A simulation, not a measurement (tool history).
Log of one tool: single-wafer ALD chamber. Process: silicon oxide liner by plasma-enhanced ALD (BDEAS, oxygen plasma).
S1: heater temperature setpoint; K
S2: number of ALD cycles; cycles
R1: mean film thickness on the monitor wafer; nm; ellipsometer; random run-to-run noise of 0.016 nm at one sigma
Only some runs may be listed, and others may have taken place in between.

run 1 day=0.000 | S1=588.15 S2=59 | R1=5.2495
run 2 day=0.196 | S1=582.15 S2=59 | R1=5.3155
run 3 day=0.262 | S1=582.15 S2=62 | R1=5.5376
run 4 day=0.592 | S1=576.15 S2=62 | R1=5.5795
run 5 day=0.867 | S1=576.15 S2=60 | R1=5.4694
run 6 day=1.188 | S1=576.15 S2=54 | R1=4.8944
run 7 day=1.429 | S1=577.15 S2=53 | R1=4.8164

The next listed run, before its measurement:
run 8 day=1.675 | S1=581.15 S2=44 | R1=?

Run 8 came out at R1 3.9729 nm.
